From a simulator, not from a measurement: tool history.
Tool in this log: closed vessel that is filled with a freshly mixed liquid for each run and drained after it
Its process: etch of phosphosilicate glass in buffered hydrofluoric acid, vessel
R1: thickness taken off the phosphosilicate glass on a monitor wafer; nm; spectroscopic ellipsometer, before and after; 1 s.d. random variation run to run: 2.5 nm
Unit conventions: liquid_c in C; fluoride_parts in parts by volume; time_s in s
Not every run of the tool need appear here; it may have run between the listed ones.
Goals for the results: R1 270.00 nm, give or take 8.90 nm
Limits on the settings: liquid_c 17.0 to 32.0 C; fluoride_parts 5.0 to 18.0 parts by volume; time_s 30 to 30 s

{"run": 1, "hour": 0.0, "liquid_c": 25.0, "fluoride_parts": 11.0, "time_s": 30, "R1": 157.05}
{"run": 2, "hour": 2.2, "liquid_c": 26.5, "fluoride_parts": 10.5, "time_s": 30, "R1": 178.49}
{"run": 3, "hour": 10.3, "liquid_c": 27.5, "fluoride_parts": 10.0, "time_s": 30, "R1": 196.88}
{"run": 4, "hour": 12.3, "liquid_c": 27.5, "fluoride_parts": 8.0, "time_s": 30, "R1": 239.93}
{"run": 5, "hour": 13.7, "liquid_c": 28.0, "fluoride_parts": 8.0, "time_s": 30, "R1": 252.09}
{"run": 6, "hour": 17.2, "liquid_c": 28.0, "fluoride_parts": 5.0, "time_s": 30, "R1": 380.94}
{"run": 7, "hour": 21.6, "liquid_c": 26.5, "fluoride_parts": 5.0, "time_s": 30, "R1": 354.28}
{"run": 8, "hour": 24.7, "liquid_c": 25.0, "fluoride_parts": 5.0, "time_s": 30, "R1": 321.77}
{"run": 9, "hour": 32.3, "liquid_c": 24.5, "fluoride_parts": 5.0, "time_s": 30, "R1": 313.98}
{"run": 10, "hour": 38.3, "liquid_c": 24.0, "fluoride_parts": 5.0, "time_s": 30, "R1": 304.25}
{"run": 11, "hour": 43.5, "liquid_c": 23.5, "fluoride_parts": 5.0, "time_s": 30, "R1": 300.48}
{"run": 12, "hour": 44.8, "liquid_c": 23.0, "fluoride_parts": 5.0, "time_s": 30, "R1": 285.46}
{"run": 13, "hour": 51.4, "liquid_c": 22.5, "fluoride_parts": 5.0, "time_s": 30, "R1": 280.39}

Of the 4 settings listed for the next run, only one would bring every result within its allowed miss of target. Which one?
{"run": "A", "hour": 58.0, "liquid_c": 21.5, "fluoride_parts": 5.0, "time_s": 30, "R1": "?"}
{"run": "B", "hour": 58.0, "liquid_c": 23.0, "fluoride_parts": 5.0, "time_s": 30, "R1": "?"}
{"run": "C", "hour": 58.0, "liquid_c": 24.0, "fluoride_parts": 6.5, "time_s": 30, "R1": "?"}
{"run": "D", "hour": 58.0, "liquid_c": 22.0, "fluoride_parts": 5.5, "time_s": 30, "R1": "?"}

move=A R1=264.63
move=B R1=287.39
move=C R1=242.72
move=D R1=250.98
A: meets every target
B: the biggest miss grows against the last run
C: the result that was furthest off in the last run now lies on the other side of its target
D: the result that was furthest off in the last run now lies on the other side of its target
Move A is the one to make.
